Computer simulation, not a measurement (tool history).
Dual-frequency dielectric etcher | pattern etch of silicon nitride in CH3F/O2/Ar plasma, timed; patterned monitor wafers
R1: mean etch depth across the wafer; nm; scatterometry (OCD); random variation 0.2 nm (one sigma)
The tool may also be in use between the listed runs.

run 1 day=0 | source_power_(W)=370 bias_power_(W)=89 etch_time_(s)=71.5 | R1=51.998
run 2 day=0.188 | source_power_(W)=370 bias_power_(W)=89 etch_time_(s)=74.5 | R1=53.594
run 3 day=0.233 | source_power_(W)=370 bias_power_(W)=89 etch_time_(s)=74.5 | R1=54.224
run 4 day=0.325 | source_power_(W)=350 bias_power_(W)=87 etch_time_(s)=74.5 | R1=52.58
run 5 day=0.679 | source_power_(W)=350 bias_power_(W)=87 etch_time_(s)=74.5 | R1=52.472
run 6 day=0.917 | source_power_(W)=330 bias_power_(W)=86 etch_time_(s)=74.5 | R1=50.602
run 7 day=1.021 | source_power_(W)=320 bias_power_(W)=85 etch_time_(s)=74.5 | R1=49.197
run 8 day=1.371 | source_power_(W)=310 bias_power_(W)=85 etch_time_(s)=74.5 | R1=48.84

Forecast run 9:
run 9 day=1.5 | source_power_(W)=300 bias_power_(W)=85 etch_time_(s)=74.5 | R1=?

R1: 48.054 nm

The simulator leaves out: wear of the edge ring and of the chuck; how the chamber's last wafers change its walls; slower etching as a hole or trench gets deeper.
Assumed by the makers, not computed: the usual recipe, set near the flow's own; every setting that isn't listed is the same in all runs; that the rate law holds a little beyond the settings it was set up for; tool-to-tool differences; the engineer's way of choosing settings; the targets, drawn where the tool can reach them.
